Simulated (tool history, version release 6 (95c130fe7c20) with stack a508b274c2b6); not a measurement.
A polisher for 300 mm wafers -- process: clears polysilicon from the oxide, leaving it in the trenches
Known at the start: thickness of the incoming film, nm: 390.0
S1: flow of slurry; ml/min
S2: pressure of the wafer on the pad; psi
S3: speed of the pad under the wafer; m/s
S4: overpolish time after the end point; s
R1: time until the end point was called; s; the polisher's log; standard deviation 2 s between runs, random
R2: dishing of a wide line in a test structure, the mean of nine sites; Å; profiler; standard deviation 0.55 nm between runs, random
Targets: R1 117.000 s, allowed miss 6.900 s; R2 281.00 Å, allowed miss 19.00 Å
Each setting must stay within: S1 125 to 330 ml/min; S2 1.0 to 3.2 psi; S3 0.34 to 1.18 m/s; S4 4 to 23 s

run	hour	S1	S2	S3	S4	R1	R2
1	0.0	210	2.1	0.76	12	47.597	321.38
2	7.8	210	2.1	0.76	16	48.554	334.99
3	9.5	210	2.1	0.64	16	54.595	323.79
4	11.7	210	2.1	0.76	16	49.938	332.38
5	19.3	205	1.7	0.64	15	69.696	320.84
6	21.6	205	1.9	0.64	15	60.527	324.41
7	26.4	210	1.6	0.56	12	80.667	285.49
8	31.3	210	1.4	0.54	12	92.206	282.14
9	37.1	210	1.3	0.54	12	100.820	266.46

Exactly one of the 4 candidate moves below puts every result within its allowed miss. Which one?
A	42.9	180	1.5	0.50	11	?	?
B	42.9	165	1.2	0.48	12	?	?
C	42.9	295	1.0	0.62	16	?	?
D	42.9	200	1.3	0.74	11	?	?

move	R1	R2
A	99.675	254.17
B	128.720	235.00
C	116.850	276.36
D	81.220	275.31
A: its largest miss is bigger than the last run's
B: pushes the last run's worst result past its target
C: every result lands within tolerance
D: its largest miss is bigger than the last run's
Answer: C
